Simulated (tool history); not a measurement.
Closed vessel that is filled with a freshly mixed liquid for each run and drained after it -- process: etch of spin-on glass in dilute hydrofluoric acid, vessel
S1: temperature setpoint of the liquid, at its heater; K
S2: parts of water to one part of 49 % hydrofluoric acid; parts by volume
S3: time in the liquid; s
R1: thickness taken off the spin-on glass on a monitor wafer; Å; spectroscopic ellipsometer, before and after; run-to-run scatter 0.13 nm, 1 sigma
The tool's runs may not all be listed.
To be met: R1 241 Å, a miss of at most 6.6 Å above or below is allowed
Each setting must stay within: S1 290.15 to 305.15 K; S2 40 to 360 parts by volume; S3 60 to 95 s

{"run": 1, "hour": 0.0, "S1": 297.15, "S2": 200, "S3": 95, "R1": 105.74}
{"run": 2, "hour": 3.2, "S1": 297.15, "S2": 260, "S3": 95, "R1": 76.992}
{"run": 3, "hour": 6.0, "S1": 297.15, "S2": 330, "S3": 95, "R1": 56.584}
{"run": 4, "hour": 13.7, "S1": 297.15, "S2": 360, "S3": 95, "R1": 50.219}
{"run": 5, "hour": 19.7, "S1": 297.15, "S2": 325, "S3": 95, "R1": 57.989}
{"run": 6, "hour": 24.0, "S1": 297.15, "S2": 325, "S3": 60, "R1": 36.306}
{"run": 7, "hour": 30.3, "S1": 301.15, "S2": 245, "S3": 65, "R1": 65.223}
{"run": 8, "hour": 38.2, "S1": 298.65, "S2": 185, "S3": 70, "R1": 91.002}
{"run": 9, "hour": 42.3, "S1": 296.15, "S2": 140, "S3": 75, "R1": 122.98}
{"run": 10, "hour": 44.1, "S1": 294.15, "S2": 110, "S3": 80, "R1": 158.57}
{"run": 11, "hour": 45.3, "S1": 293.15, "S2": 90, "S3": 80, "R1": 190.95}
{"run": 12, "hour": 53.2, "S1": 292.65, "S2": 80, "S3": 80, "R1": 211.58}
{"run": 13, "hour": 57.7, "S1": 292.15, "S2": 75, "S3": 80, "R1": 222.78}
{"run": 14, "hour": 59.0, "S1": 295.15, "S2": 70, "S3": 80, "R1": 272.22}
{"run": 15, "hour": 60.4, "S1": 294.65, "S2": 70, "S3": 80, "R1": 263.97}
{"hour": 61.5, "done": "thermometer replaced"}
{"run": 16, "hour": 61.5, "S1": 294.15, "S2": 70, "S3": 80, "R1": 286.72}
{"run": 17, "hour": 67.5, "S1": 294.15, "S2": 105, "S3": 80, "R1": 184.43}
{"run": 18, "hour": 71.4, "S1": 296.15, "S2": 105, "S3": 80, "R1": 199.99}
{"run": 19, "hour": 77.8, "S1": 297.65, "S2": 105, "S3": 80, "R1": 212.27}

Consider the 5 candidate settings below. Which is the only one whose results all fall within their allowed miss of target?
{"run": "A", "hour": 84.2, "S1": 303.65, "S2": 95, "S3": 60, "R1": "?"}
{"run": "B", "hour": 84.2, "S1": 299.15, "S2": 115, "S3": 95, "R1": "?"}
{"run": "C", "hour": 84.2, "S1": 296.65, "S2": 85, "S3": 60, "R1": "?"}
{"run": "D", "hour": 84.2, "S1": 295.65, "S2": 85, "S3": 60, "R1": "?"}
{"run": "E", "hour": 84.2, "S1": 300.65, "S2": 150, "S3": 95, "R1": "?"}

move=A R1=222.5
move=B R1=238.81
move=C R1=192.01
move=D R1=184.41
move=E R1=185.45
A: closer than the last run, but not yet in spec
B: every result within its allowed miss
C: lands further from the targets than the last run did
D: lands further from the targets than the last run did
E: lands further from the targets than the last run did
The move that meets every target is B.
